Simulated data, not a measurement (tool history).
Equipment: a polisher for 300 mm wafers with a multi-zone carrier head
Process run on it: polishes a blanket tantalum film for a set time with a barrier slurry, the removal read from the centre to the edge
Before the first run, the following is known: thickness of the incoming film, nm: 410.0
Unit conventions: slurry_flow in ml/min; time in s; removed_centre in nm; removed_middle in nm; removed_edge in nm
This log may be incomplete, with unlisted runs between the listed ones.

run	day	slurry_flow	centre_zone	middle_zone	edge_zone	slurry_solids	time	removed_centre	removed_middle	removed_edge
1	0	315	1	1	1	1	60	56.356	57.001	54.646
2	0.079	310	0.97	0.98	0.99	0.95	60	54.314	54.709	54.834
3	0.429	310	0.95	0.98	0.98	0.9	60	50.822	53.083	53.127
4	0.679	310	0.95	0.98	0.98	0.9	71	60.602	62.327	62.283
5	0.967	310	0.95	0.98	0.98	0.75	71	54.402	56.79	55.062
6	1.017	310	0.95	0.98	1.05	0.75	71	54.569	55.108	58.16
7	1.375	310	0.94	0.98	1.04	0.7	71	50.86	53.643	55.076
8	1.492	310	0.93	0.98	1.03	0.7	71	50.662	52.801	53.663
9	1.842	310	0.92	0.98	1.03	0.7	71	49.851	55.226	53.374
10	2.05	310	0.91	0.97	1.03	0.7	71	49.741	53.67	53.857
11	2.158	310	0.9	0.96	1.03	0.7	71	48.784	52.294	53.938
12	2.325	310	0.89	0.95	1.02	0.7	71	49.075	53.503	54.492
13	2.367	295	0.87	0.93	1.01	0.5	69	30.393	33.794	33.698
14	2.675	330	0.88	0.94	1.03	0.5	69	30.803	34.534	35.619
15	2.85	335	0.91	0.98	1.06	0.5	68	31.869	34.59	35.198
16	2.896	325	0.91	1	1.08	0.55	68	36.677	40.99	42.226
17	3.192	305	0.92	1.02	1.09	0.55	68	36.759	42.094	39.969
18	3.562	320	0.93	1.03	1.11	0.55	68	38.443	41.889	42.096
19	3.646	330	0.93	1.04	1.12	0.55	68	37.578	41.665	42.118
20	3.775	340	0.97	1.06	1.17	0.8	71	58.97	62.478	64.199
21	3.958	340	0.95	1.04	1.14	0.8	71	57.14	62.783	61.471
22	4.071	350	0.93	1.01	1.11	0.8	71	56.597	62.044	60.761

For run 23, what comes out?
23	4.1	350	0.92	0.99	1.09	0.8	71	?	?	?

{"run 23": {"removed_centre": 55.905, "removed_middle": 61.703, "removed_edge": 60.818}}
